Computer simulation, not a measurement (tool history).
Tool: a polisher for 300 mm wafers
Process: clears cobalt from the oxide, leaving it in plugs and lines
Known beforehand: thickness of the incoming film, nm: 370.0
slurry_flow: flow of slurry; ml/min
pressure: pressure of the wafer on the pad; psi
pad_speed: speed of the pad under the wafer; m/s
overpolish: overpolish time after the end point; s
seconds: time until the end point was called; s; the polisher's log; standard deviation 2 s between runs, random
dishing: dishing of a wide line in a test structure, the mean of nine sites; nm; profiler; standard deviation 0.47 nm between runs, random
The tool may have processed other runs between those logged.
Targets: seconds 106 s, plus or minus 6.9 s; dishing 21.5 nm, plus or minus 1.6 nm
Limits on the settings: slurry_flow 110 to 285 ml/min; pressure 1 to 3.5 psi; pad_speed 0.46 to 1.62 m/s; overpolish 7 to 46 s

run,hour,slurry_flow,pressure,pad_speed,overpolish,seconds,dishing
1,0,180,2.2,1.04,24,82.226,32.459
2,4.1,220,2.2,1.04,24,79.615,33.793
3,9.3,240,2.2,1.04,24,82.414,32.536
4,10.2,245,2.1,1.04,22,86.218,32.302
5,11.5,220,2.1,1.04,22,86.925,32.52
6,14.6,220,2.1,1.04,29,89.647,33.127
7,19.6,210,2,1.06,27,87.261,34.347
8,23.7,220,2.1,1,25,89.352,31.565
9,28.3,220,2.2,0.94,24,93.084,32.879
10,33.1,170,1.6,1.22,13,98.774,25.99
11,40.6,165,1.5,1.24,12,106.68,25.717
12,49.2,160,1.4,1.28,11,107.09,24.039
13,53.2,160,1.4,1.3,11,107.13,24.085
14,59.5,160,1.4,1.28,7,106.58,18.265

Which of these 5 next moves meets every target?
A,65.8,170,1.2,1.48,12,?,?
B,65.8,135,1.9,1.12,11,?,?
C,65.8,110,1.2,1.58,9,?,?
D,65.8,110,1.4,1.58,11,?,?
E,65.8,255,1.6,1.3,11,?,?

move,seconds,dishing
A,106.5,23.96
B,93.451,24.422
C,107.79,20.41
D,93.106,24.455
E,87.443,25.162
A: the result that was furthest off in the last run now lies on the other side of its target
B: the result that was furthest off in the last run now lies on the other side of its target
C: each result inside its tolerance
D: the result that was furthest off in the last run now lies on the other side of its target
E: the result that was furthest off in the last run now lies on the other side of its target
C is the move that brings every result within its allowed miss.

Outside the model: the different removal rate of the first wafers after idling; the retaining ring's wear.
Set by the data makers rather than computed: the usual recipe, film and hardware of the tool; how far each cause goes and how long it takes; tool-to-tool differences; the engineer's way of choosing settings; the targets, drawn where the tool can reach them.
